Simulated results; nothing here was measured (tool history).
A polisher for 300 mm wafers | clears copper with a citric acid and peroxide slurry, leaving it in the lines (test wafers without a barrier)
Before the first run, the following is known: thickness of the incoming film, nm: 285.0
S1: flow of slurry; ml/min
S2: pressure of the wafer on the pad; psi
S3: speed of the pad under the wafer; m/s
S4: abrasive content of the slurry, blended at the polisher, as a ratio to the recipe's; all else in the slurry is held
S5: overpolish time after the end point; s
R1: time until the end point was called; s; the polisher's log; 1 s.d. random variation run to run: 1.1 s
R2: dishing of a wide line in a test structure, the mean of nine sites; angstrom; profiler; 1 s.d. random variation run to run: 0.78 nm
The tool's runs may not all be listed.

Run 1, hour 0.0: S1 270 ml/min, S2 3.4 psi, S3 1.16 m/s, S4 1.0, S5 27 s. Result: R1 90.130 s, R2 503.75 angstrom.
Run 2, hour 7.2: S1 270 ml/min, S2 3.8 psi, S3 1.16 m/s, S4 1.0, S5 27 s. Result: R1 80.289 s, R2 554.83 angstrom.
Run 3, hour 12.9: S1 270 ml/min, S2 3.8 psi, S3 1.16 m/s, S4 1.0, S5 29 s. Result: R1 81.845 s, R2 578.07 angstrom.
Run 4, hour 18.3: S1 270 ml/min, S2 3.8 psi, S3 1.16 m/s, S4 1.0, S5 30 s. Result: R1 81.684 s, R2 592.12 angstrom.
Run 5, hour 24.0: S1 270 ml/min, S2 3.8 psi, S3 1.16 m/s, S4 1.0, S5 31 s. Result: R1 80.426 s, R2 615.88 angstrom.
Run 6, hour 31.9: S1 270 ml/min, S2 3.5 psi, S3 1.16 m/s, S4 1.0, S5 31 s. Result: R1 87.345 s, R2 582.76 angstrom.
Run 7, hour 39.1: S1 270 ml/min, S2 3.5 psi, S3 1.16 m/s, S4 1.0, S5 32 s. Result: R1 87.936 s, R2 596.48 angstrom.
At hour 40.2: head pressure recalibrated.
Run 8, hour 40.2: S1 270 ml/min, S2 3.5 psi, S3 1.16 m/s, S4 1.0, S5 33 s. Result: R1 95.952 s, R2 560.86 angstrom.

Forecast run 9:
Run 9, hour 44.2: S1 270 ml/min, S2 4.0 psi, S3 1.16 m/s, S4 1.0, S5 41 s. Result: R1 ?, R2 ?.

{"run 9": {"R1": 84.429, "R2": 739.8}}
